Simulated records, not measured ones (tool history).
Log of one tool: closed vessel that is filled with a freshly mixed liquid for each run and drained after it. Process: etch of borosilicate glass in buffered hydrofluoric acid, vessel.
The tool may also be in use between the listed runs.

| run | day | temperature setpoint of the liquid (C) | parts of 40 % ammonium fluoride to one part of 49 % hydrofluoric acid (parts by volume) | time in the liquid (s) | thickness taken off the borosilicate glass on a monitor wafer (Å) |
|---|---|---|---|---|---|
| 1 | 0 | 22 | 18 | 105 | 629.69 |
| 2 | 0.117 | 22 | 18 | 110 | 657.88 |
| 3 | 0.3 | 22 | 18 | 110 | 656.35 |
| 4 | 0.608 | 22 | 15 | 110 | 790.55 |
| 5 | 0.688 | 22 | 12 | 110 | 984.17 |
| 6 | 0.988 | 22 | 12 | 110 | 987.79 |
| 7 | 1.358 | 23.5 | 12 | 110 | 1068.2 |
| 8 | 1.658 | 23.5 | 12 | 110 | 1069.1 |

Expected results for the next run?
| 9 | 1.775 | 24.5 | 12 | 110 | ? |

Run 9 measured thickness taken off the borosilicate glass on a monitor wafer (Å) 1130.2.
